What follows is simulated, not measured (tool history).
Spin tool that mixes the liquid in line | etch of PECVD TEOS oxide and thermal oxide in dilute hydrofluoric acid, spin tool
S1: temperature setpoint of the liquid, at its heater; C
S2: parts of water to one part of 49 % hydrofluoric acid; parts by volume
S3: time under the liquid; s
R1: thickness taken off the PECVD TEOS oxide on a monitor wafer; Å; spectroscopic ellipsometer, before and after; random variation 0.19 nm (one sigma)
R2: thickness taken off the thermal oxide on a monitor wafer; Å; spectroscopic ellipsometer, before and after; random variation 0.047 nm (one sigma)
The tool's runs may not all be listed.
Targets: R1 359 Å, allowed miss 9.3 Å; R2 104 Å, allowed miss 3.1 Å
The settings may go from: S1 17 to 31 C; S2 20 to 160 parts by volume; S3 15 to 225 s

run,hour,S1,S2,S3,R1,R2
1,0,23,90,115,196.72,56.916
2,1.3,24.5,90,115,209.1,60.276
3,10,26.5,85,115,239.5,69.768
4,14,23.5,85,115,212.24,61.69
5,18.8,25.5,80,115,247.4,71.287
6,23.1,27,75,115,281.05,81.144
7,27.1,28,75,115,294.94,85.078
8,28.9,29,75,115,304.5,88.086
9,31.1,29.5,75,115,309.63,89.946
10,34.3,30,75,115,314.54,92.086
11,37.8,31,65,115,384.53,111.07
12,43.7,30.5,65,115,379.31,109.85
13,49.2,30,65,115,372.15,107.81

Which of these 5 next moves meets every target?
A,54.7,28.5,65,110,?,?
B,54.7,29.5,60,105,?,?
C,54.7,31,100,165,?,?
D,54.7,29,60,100,?,?
E,54.7,30,65,105,?,?

move,R1,R2
A,333.1,95.935
B,360.84,103.92
C,339.64,97.819
D,337,97.057
E,337.08,97.081
A: takes the result that was furthest off past its target
B: meets every target
C: takes the result that was furthest off past its target
D: takes the result that was furthest off past its target
E: takes the result that was furthest off past its target
Move B is the one to make.
